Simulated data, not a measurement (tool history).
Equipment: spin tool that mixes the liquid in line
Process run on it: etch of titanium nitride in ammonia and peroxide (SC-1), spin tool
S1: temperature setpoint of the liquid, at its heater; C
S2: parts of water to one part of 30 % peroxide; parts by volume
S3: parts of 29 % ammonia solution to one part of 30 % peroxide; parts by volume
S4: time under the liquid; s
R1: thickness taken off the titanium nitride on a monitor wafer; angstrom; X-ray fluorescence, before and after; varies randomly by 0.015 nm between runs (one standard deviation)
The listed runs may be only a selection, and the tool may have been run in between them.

{"run": 1, "hour": 0.0, "S1": 51, "S2": 7.0, "S3": 0.8, "S4": 60, "R1": 90.284}
{"run": 2, "hour": 8.9, "S1": 51, "S2": 9.0, "S3": 0.8, "S4": 60, "R1": 79.366}
{"run": 3, "hour": 14.0, "S1": 50, "S2": 9.0, "S3": 0.8, "S4": 60, "R1": 74.154}
{"run": 4, "hour": 14.9, "S1": 49, "S2": 9.0, "S3": 0.8, "S4": 60, "R1": 69.545}
{"run": 5, "hour": 18.8, "S1": 48, "S2": 9.0, "S3": 0.8, "S4": 60, "R1": 64.632}
{"run": 6, "hour": 20.2, "S1": 47, "S2": 9.0, "S3": 0.8, "S4": 60, "R1": 60.531}

Run 7 comes next. What will it give?
{"run": 7, "hour": 23.4, "S1": 47, "S2": 9.0, "S3": 0.8, "S4": 60, "R1": "?"}

R1: 60.029 angstrom
